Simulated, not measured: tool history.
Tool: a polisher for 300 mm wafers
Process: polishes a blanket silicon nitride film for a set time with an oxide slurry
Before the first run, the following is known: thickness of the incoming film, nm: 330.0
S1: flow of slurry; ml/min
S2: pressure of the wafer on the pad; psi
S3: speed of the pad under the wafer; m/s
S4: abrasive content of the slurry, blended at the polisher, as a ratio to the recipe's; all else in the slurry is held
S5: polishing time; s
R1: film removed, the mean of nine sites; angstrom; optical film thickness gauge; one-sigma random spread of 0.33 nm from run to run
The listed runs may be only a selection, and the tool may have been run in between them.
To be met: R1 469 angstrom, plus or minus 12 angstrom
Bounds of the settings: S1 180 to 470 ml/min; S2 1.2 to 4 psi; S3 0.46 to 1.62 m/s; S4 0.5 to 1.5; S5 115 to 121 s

run	hour	S1	S2	S3	S4	S5	R1
1	0	300	2.6	1.04	1	115	550.85
2	2.9	300	2.5	1.04	1	115	533.63
3	11.5	300	3	1.04	1	115	639.22
4	20.1	300	2.9	1.04	1	115	609.09
5	26.1	335	2.9	1.04	1	115	615.46
6	31.4	395	2.9	1.04	1	115	619.45
7	38.1	395	2.8	1.04	1	115	604.05
8	43.9	395	2.7	1.04	1	115	591.01
9	45.1	390	2.6	1.04	1	115	558.64
10	49	390	2.6	1.04	1	115	557.48
11	50.6	390	2.5	1.04	1	115	544.55
12	52.3	390	2.4	1.04	1	115	519.67
13	55.2	375	2.1	1.04	1	115	455.88

Which one of the following 5 next-run settings gets every result inside its allowed miss? There is exactly one.
A	58.1	360	2.4	0.96	0.95	121	?
B	58.1	470	2.2	1.2	0.85	115	?
C	58.1	400	2.1	1.12	1.05	115	?
D	58.1	455	2.7	0.86	1	115	?
E	58.1	385	2.1	1.06	0.9	121	?

move	R1
A	500.26
B	505.84
C	496.39
D	505.98
E	467.06
A: moves the result that the last run missed by most past its target, out the other side
B: moves the result that the last run missed by most past its target, out the other side
C: moves the result that the last run missed by most past its target, out the other side
D: moves the result that the last run missed by most past its target, out the other side
E: in spec on every target
Correct choice: E, which meets every target
